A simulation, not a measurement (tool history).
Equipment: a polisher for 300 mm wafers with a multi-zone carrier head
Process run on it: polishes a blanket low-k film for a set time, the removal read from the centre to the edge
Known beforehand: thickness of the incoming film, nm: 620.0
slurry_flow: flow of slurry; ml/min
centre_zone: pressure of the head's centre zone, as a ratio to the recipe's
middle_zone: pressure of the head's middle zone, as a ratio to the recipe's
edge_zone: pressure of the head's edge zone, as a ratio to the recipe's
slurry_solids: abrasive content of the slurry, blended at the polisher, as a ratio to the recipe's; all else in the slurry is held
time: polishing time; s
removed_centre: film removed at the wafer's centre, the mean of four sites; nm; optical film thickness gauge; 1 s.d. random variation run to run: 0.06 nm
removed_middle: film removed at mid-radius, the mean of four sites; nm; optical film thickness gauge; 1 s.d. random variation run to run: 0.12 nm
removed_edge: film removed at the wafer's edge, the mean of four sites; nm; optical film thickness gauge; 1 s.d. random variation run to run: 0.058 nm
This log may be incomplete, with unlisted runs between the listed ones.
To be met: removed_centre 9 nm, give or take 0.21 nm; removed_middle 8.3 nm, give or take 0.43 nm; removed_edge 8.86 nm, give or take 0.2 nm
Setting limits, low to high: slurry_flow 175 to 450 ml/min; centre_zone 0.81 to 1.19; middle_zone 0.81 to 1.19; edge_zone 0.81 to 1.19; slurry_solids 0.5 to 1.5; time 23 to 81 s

Run 1, day 0: slurry_flow 290 ml/min, centre_zone 1, middle_zone 1, edge_zone 1, slurry_solids 1, time 52 s. Result: removed_centre 13.842 nm, removed_middle 13.343 nm, removed_edge 13.743 nm.
Run 2, day 0.317: slurry_flow 290 ml/min, centre_zone 1, middle_zone 1.04, edge_zone 1, slurry_solids 1, time 52 s. Result: removed_centre 13.849 nm, removed_middle 14.085 nm, removed_edge 13.531 nm.
Run 3, day 0.592: slurry_flow 290 ml/min, centre_zone 1, middle_zone 0.98, edge_zone 1, slurry_solids 1, time 52 s. Result: removed_centre 13.673 nm, removed_middle 13.569 nm, removed_edge 13.599 nm.
Run 4, day 0.954: slurry_flow 285 ml/min, centre_zone 1, middle_zone 0.95, edge_zone 0.99, slurry_solids 0.9, time 50 s. Result: removed_centre 12.543 nm, removed_middle 12.136 nm, removed_edge 12.35 nm.
Run 5, day 1.254: slurry_flow 285 ml/min, centre_zone 0.93, middle_zone 0.95, edge_zone 0.99, slurry_solids 0.9, time 50 s. Result: removed_centre 11.546 nm, removed_middle 11.928 nm, removed_edge 12.326 nm.
Run 6, day 1.308: slurry_flow 260 ml/min, centre_zone 0.93, middle_zone 0.95, edge_zone 0.99, slurry_solids 0.9, time 50 s. Result: removed_centre 11.563 nm, removed_middle 11.653 nm, removed_edge 12.172 nm.
Run 7, day 1.371: slurry_flow 245 ml/min, centre_zone 0.93, middle_zone 0.93, edge_zone 0.97, slurry_solids 0.85, time 50 s. Result: removed_centre 11.02 nm, removed_middle 10.922 nm, removed_edge 11.695 nm.
Run 8, day 1.742: slurry_flow 240 ml/min, centre_zone 0.94, middle_zone 0.92, edge_zone 0.95, slurry_solids 0.8, time 50 s. Result: removed_centre 10.684 nm, removed_middle 10.468 nm, removed_edge 11.106 nm.
Run 9, day 1.867: slurry_flow 235 ml/min, centre_zone 0.94, middle_zone 0.91, edge_zone 0.93, slurry_solids 0.75, time 50 s. Result: removed_centre 10.185 nm, removed_middle 10.07 nm, removed_edge 10.6 nm.
Run 10, day 1.933: slurry_flow 230 ml/min, centre_zone 0.95, middle_zone 0.9, edge_zone 0.91, slurry_solids 0.75, time 50 s. Result: removed_centre 10.29 nm, removed_middle 9.8794 nm, removed_edge 10.349 nm.
Run 11, day 2.025: slurry_flow 225 ml/min, centre_zone 0.95, middle_zone 0.89, edge_zone 0.89, slurry_solids 0.75, time 50 s. Result: removed_centre 10.219 nm, removed_middle 9.5871 nm, removed_edge 10.309 nm.
Run 12, day 2.162: slurry_flow 255 ml/min, centre_zone 0.96, middle_zone 0.89, edge_zone 0.84, slurry_solids 0.5, time 48 s. Result: removed_centre 7.4039 nm, removed_middle 7.027 nm, removed_edge 7.1754 nm.
Run 13, day 2.375: slurry_flow 245 ml/min, centre_zone 0.97, middle_zone 0.9, edge_zone 0.87, slurry_solids 0.5, time 48 s. Result: removed_centre 7.5934 nm, removed_middle 6.917 nm, removed_edge 7.1847 nm.
Run 14, day 2.496: slurry_flow 250 ml/min, centre_zone 0.97, middle_zone 0.91, edge_zone 0.91, slurry_solids 0.5, time 48 s. Result: removed_centre 7.5075 nm, removed_middle 7.0549 nm, removed_edge 7.3604 nm.
Run 15, day 2.575: slurry_flow 250 ml/min, centre_zone 0.98, middle_zone 0.92, edge_zone 0.93, slurry_solids 0.5, time 48 s. Result: removed_centre 7.5579 nm, removed_middle 7.2452 nm, removed_edge 7.4925 nm.
Run 16, day 2.712: slurry_flow 330 ml/min, centre_zone 1.08, middle_zone 0.95, edge_zone 1.03, slurry_solids 0.6, time 48 s. Result: removed_centre 10.15 nm, removed_middle 8.7872 nm, removed_edge 9.2388 nm.
Run 17, day 2.958: slurry_flow 250 ml/min, centre_zone 1.03, middle_zone 0.96, edge_zone 1.07, slurry_solids 0.6, time 48 s. Result: removed_centre 9.3294 nm, removed_middle 8.7451 nm, removed_edge 9.134 nm.

Of the 4 settings listed for the next run, only one would bring every result within its allowed miss of target. Which one?
Run A, day 3.204: slurry_flow 320 ml/min, centre_zone 1.1, middle_zone 0.9, edge_zone 1.14, slurry_solids 0.5, time 54 s. Result: removed_centre ?, removed_middle ?, removed_edge ?.
Run B, day 3.204: slurry_flow 280 ml/min, centre_zone 1.13, middle_zone 1.06, edge_zone 1.14, slurry_solids 0.65, time 43 s. Result: removed_centre ?, removed_middle ?, removed_edge ?.
Run C, day 3.204: slurry_flow 225 ml/min, centre_zone 1.06, middle_zone 0.85, edge_zone 1.03, slurry_solids 0.5, time 58 s. Result: removed_centre ?, removed_middle ?, removed_edge ?.
Run D, day 3.204: slurry_flow 230 ml/min, centre_zone 0.97, middle_zone 0.89, edge_zone 0.91, slurry_solids 0.65, time 47 s. Result: removed_centre ?, removed_middle ?, removed_edge ?.

move  removed_centre  removed_middle  removed_edge
   A          9.9227           8.285        9.3777
   B          9.8702          9.2067        9.0938
   C          9.7863          8.1356        9.3048
   D          8.9814          8.4802        8.8227
A: its largest miss is bigger than the last run's
B: its largest miss is bigger than the last run's
C: its largest miss is bigger than the last run's
D: hits every target within its allowed miss
Correct choice: D, which meets every target

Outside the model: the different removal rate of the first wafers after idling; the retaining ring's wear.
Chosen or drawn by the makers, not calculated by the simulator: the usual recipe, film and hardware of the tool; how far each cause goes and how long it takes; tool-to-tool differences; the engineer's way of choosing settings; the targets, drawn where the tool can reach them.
